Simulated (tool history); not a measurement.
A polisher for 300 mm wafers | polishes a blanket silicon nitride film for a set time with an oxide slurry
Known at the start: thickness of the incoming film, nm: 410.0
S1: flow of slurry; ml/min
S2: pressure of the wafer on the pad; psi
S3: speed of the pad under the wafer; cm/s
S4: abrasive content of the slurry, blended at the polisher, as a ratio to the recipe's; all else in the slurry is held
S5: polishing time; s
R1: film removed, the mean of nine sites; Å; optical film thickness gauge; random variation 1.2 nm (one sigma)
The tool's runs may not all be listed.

Run 1, hour 0: S1 295 ml/min, S2 4.6 psi, S3 118 cm/s, S4 1, S5 106 s. Result: R1 1070.8 Å.
Run 2, hour 5.7: S1 295 ml/min, S2 4.8 psi, S3 118 cm/s, S4 1, S5 106 s. Result: R1 1113.6 Å.
Run 3, hour 12.2: S1 295 ml/min, S2 4.9 psi, S3 118 cm/s, S4 1, S5 106 s. Result: R1 1122.7 Å.
Run 4, hour 17.7: S1 295 ml/min, S2 4.9 psi, S3 94 cm/s, S4 1, S5 106 s. Result: R1 978.31 Å.
Run 5, hour 25.4: S1 295 ml/min, S2 4.9 psi, S3 94 cm/s, S4 0.85, S5 106 s. Result: R1 899.79 Å.
Run 6, hour 26.9: S1 295 ml/min, S2 5.2 psi, S3 94 cm/s, S4 0.85, S5 106 s. Result: R1 944.79 Å.
Run 7, hour 34.5: S1 295 ml/min, S2 5.5 psi, S3 94 cm/s, S4 0.85, S5 106 s. Result: R1 1018.4 Å.
Run 8, hour 41.7: S1 295 ml/min, S2 5.7 psi, S3 94 cm/s, S4 0.85, S5 106 s. Result: R1 1024.9 Å.
Run 9, hour 47: S1 295 ml/min, S2 5.9 psi, S3 94 cm/s, S4 0.85, S5 106 s. Result: R1 1060.2 Å.
Run 10, hour 55.5: S1 295 ml/min, S2 6.1 psi, S3 94 cm/s, S4 0.85, S5 106 s. Result: R1 1067.8 Å.

Forecast run 11:
Run 11, hour 57: S1 295 ml/min, S2 6.3 psi, S3 96 cm/s, S4 0.85, S5 106 s. Result: R1 ?.

Run 11 gave R1 1139.7 Å.

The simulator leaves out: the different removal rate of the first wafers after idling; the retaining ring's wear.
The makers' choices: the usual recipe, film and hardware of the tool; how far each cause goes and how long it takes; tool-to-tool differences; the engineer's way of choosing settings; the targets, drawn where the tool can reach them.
